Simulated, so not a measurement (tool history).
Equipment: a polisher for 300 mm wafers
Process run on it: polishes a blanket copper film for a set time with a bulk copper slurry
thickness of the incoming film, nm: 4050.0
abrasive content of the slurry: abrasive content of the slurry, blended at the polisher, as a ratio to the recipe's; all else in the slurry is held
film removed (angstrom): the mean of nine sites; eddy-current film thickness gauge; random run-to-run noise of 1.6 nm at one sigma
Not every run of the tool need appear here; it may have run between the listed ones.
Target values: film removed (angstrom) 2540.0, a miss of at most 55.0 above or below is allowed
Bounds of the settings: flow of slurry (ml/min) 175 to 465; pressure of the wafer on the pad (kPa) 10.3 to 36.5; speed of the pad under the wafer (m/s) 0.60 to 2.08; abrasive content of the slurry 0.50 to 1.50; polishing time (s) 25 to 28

| run | hour | flow of slurry (ml/min) | pressure of the wafer on the pad (kPa) | speed of the pad under the wafer (m/s) | abrasive content of the slurry | polishing time (s) | film removed (angstrom) |
|---|---|---|---|---|---|---|---|
| 1 | 0.0 | 295 | 23.4 | 1.34 | 1.00 | 28 | 3969.2 |
| 2 | 7.7 | 290 | 22.1 | 1.34 | 1.00 | 28 | 3789.4 |
| 3 | 15.5 | 290 | 22.1 | 1.34 | 0.90 | 28 | 3714.0 |
| 4 | 23.2 | 290 | 22.1 | 1.34 | 0.75 | 28 | 3587.1 |
|  | 26.9 | worn pad replaced by a new one |
| 5 | 26.9 | 290 | 20.7 | 1.34 | 0.75 | 28 | 3717.3 |
| 6 | 30.6 | 220 | 20.7 | 1.34 | 0.75 | 28 | 3703.5 |
| 7 | 36.2 | 235 | 19.3 | 1.34 | 0.75 | 28 | 3510.9 |
| 8 | 43.8 | 245 | 17.9 | 1.34 | 0.75 | 28 | 3356.4 |
| 9 | 44.7 | 255 | 16.5 | 1.34 | 0.75 | 28 | 3135.9 |
| 10 | 49.4 | 270 | 15.9 | 1.34 | 0.75 | 28 | 3046.9 |

Which one of the following 4 next-run settings gets every result inside its allowed miss? There is exactly one.
| A | 54.1 | 255 | 15.9 | 1.46 | 0.55 | 25 | ? |
| B | 54.1 | 260 | 15.2 | 1.22 | 0.80 | 25 | ? |
| C | 54.1 | 295 | 11.7 | 1.42 | 0.85 | 28 | ? |
| D | 54.1 | 400 | 15.9 | 1.18 | 0.70 | 27 | ? |

| move | film removed (angstrom) |
|---|---|
| A | 2727.0 |
| B | 2521.3 |
| C | 2664.5 |
| D | 2788.3 |
A: closes in on the targets versus the last run, not all within tolerance yet
B: every result within its allowed miss
C: closes in on the targets versus the last run, not all within tolerance yet
D: closes in on the targets versus the last run, not all within tolerance yet
So the answer is move B, the one that meets all the targets.
